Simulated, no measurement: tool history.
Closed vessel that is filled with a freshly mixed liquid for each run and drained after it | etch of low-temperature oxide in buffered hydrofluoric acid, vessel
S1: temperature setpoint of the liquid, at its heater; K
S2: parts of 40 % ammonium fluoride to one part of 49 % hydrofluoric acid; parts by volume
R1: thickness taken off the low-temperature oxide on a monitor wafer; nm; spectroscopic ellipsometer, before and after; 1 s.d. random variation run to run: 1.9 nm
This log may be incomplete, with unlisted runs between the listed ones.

{"run": 1, "day": 0.0, "S1": 295.15, "S2": 14.5, "time in the liquid (s)": 105, "R1": 281.66}
{"run": 2, "day": 0.354, "S1": 295.15, "S2": 14.5, "time in the liquid (s)": 105, "R1": 282.74}
{"run": 3, "day": 0.454, "S1": 295.15, "S2": 14.5, "time in the liquid (s)": 105, "R1": 280.75}
{"run": 4, "day": 0.538, "S1": 297.15, "S2": 13, "time in the liquid (s)": 105, "R1": 348.09}
{"run": 5, "day": 0.692, "S1": 297.15, "S2": 13, "time in the liquid (s)": 115, "R1": 383.51}
{"run": 6, "day": 0.888, "S1": 297.15, "S2": 11, "time in the liquid (s)": 115, "R1": 453.11}
{"run": 7, "day": 0.996, "S1": 298.65, "S2": 11, "time in the liquid (s)": 115, "R1": 490.28}
{"run": 8, "day": 1.175, "S1": 299.65, "S2": 11, "time in the liquid (s)": 115, "R1": 517.34}
{"run": 9, "day": 1.217, "S1": 300.65, "S2": 11, "time in the liquid (s)": 115, "R1": 546.88}
{"run": 10, "day": 1.258, "S1": 301.15, "S2": 11, "time in the liquid (s)": 115, "R1": 560.33}
{"run": 11, "day": 1.512, "S1": 301.15, "S2": 11, "time in the liquid (s)": 115, "R1": 559.79}

Forecast run 12:
{"run": 12, "day": 1.638, "S1": 301.65, "S2": 11, "time in the liquid (s)": 115, "R1": "?"}

Run 12 produced R1 574.97 nm.
